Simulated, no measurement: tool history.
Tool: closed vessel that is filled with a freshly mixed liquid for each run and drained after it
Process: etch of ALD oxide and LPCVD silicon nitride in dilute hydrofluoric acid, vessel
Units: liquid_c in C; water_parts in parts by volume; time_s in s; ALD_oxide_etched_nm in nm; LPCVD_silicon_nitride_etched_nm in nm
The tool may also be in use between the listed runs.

run  hour  liquid_c  water_parts  time_s  ALD_oxide_etched_nm  LPCVD_silicon_nitride_etched_nm
  1   0.0      25.0           60     160               50.329                          1.48570
  2   6.8      24.5           70     160               40.952                          1.24480
  3   9.5      24.5           70      95               24.399                          0.73052
  4  11.9      27.5           70      95               27.618                          0.88267
     16.7  -- hydrofluoric acid flow meter replaced
  5  16.7      27.5           80      95               21.980                          0.74130
  6  22.9      27.5           80     160               37.246                          1.21280
  7  23.7      23.5          105     155               22.716                          0.72049

Run 8 comes next. What will it give?
  8  30.0      23.0          105     150                    ?                                ?

{"run 8": {"ALD_oxide_etched_nm": 21.659, "LPCVD_silicon_nitride_etched_nm": 0.66162}}
